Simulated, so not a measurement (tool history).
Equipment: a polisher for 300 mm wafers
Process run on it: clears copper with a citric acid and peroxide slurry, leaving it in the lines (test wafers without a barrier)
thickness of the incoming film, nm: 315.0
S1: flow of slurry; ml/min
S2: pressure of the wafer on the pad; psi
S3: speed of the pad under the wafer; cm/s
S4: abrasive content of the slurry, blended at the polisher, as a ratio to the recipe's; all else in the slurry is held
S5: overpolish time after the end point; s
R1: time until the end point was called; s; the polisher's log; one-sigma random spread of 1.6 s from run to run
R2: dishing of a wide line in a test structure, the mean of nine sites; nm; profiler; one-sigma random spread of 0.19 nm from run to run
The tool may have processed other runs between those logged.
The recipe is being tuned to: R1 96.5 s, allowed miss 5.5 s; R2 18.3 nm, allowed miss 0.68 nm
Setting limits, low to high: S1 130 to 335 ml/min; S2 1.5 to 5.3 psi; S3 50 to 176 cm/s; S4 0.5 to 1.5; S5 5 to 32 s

run  hour   S1   S2   S3    S4  S5      R1      R2
  1     0  215  3.4  112     1  16  125.46  31.609
  2   2.5  215  3.4  112  1.15  16  116.84   32.56
  3  10.2  215  3.4  112  1.15  20  119.73  39.065
  4  16.7  215  3.4  112   1.3  20   115.1  40.554
  5  22.5  215  3.4  112   1.3  14  116.83  29.691
  6  29.2  220  3.3  116  1.35  11  111.58  23.507
  7  35.9  230  3.3  120   1.4   9  108.35  20.713
     43.7  -- head pressure recalibrated
  8  43.7  245  3.3  122  1.45   8  109.37  17.892

Pick the move, out of 5, that brings all results within their allowed miss; only one does.
  A  51.5  220  3.4  120   1.4   9   ?   ?
  B  51.5  240  3.2  126  1.45   8   ?   ?
  C  51.5  210  3.6  130  1.45   8   ?   ?
  D  51.5  245  2.8  138   1.5   9   ?   ?
  E  51.5  235  3.6  130   1.5   7   ?   ?

move      R1      R2
   A  111.16  20.215
   B  110.11  18.223
   C  97.277  20.541
   D  112.99  19.812
   E  95.127  18.489
A: lands further from the targets than the last run did
B: lands further from the targets than the last run did
C: the furthest-off result lands on target, but another misses its tolerance
D: lands further from the targets than the last run did
E: all results land within tolerance of their targets
Move E is the one to make.

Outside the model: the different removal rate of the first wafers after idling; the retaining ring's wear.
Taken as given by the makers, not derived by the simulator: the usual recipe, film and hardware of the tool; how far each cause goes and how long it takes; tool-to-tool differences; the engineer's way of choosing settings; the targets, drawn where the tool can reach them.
